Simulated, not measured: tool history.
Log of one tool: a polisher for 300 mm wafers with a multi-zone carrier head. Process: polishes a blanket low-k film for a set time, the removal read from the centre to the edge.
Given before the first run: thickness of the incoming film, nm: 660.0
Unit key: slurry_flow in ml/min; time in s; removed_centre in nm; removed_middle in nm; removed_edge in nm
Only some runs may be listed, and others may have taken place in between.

run  hour  slurry_flow  centre_zone  middle_zone  edge_zone  slurry_solids  time  removed_centre  removed_middle  removed_edge
  1   0.0          260         1.00         1.00       1.00           1.00    84          30.324          29.301        29.826
  2   6.9          260         0.99         0.99       1.00           0.95    84          28.379          28.319        29.476
  3  14.0          260         0.99         0.98       0.99           0.90    83          27.452          27.126        28.042
  4  17.5          260         0.99         0.94       0.99           0.90    83          27.554          26.011        27.807
  5  23.3          260         0.99         1.02       0.99           0.90    83          27.734          27.874        28.015
  6  28.0          260         0.99         0.98       0.99           0.90    83          27.395          26.718        26.743
  7  30.9          260         0.97         0.96       0.99           0.90    83          26.780          26.410        28.382
  8  34.6          260         0.96         0.96       0.98           0.85    83          26.007          26.041        27.014
  9  40.3          235         0.86         0.86       1.00           0.60    81          18.651          19.015        21.875
 10  47.5          240         0.86         0.87       1.00           0.60    81          18.487          18.746        21.845
 11  54.9          240         0.86         0.88       1.00           0.60    81          18.289          19.879        22.080
 12  63.3          260         0.92         0.90       1.01           0.65    81          21.012          21.587        23.105
 13  69.1          260         0.92         0.90       1.01           0.65    81          21.196          21.103        22.997

Run 14 comes next. What will it give?
 14  74.1          260         0.92         0.90       1.01           0.65    81               ?               ?             ?

removed_centre: 20.771 nm
removed_middle: 20.941 nm
removed_edge: 23.460 nm
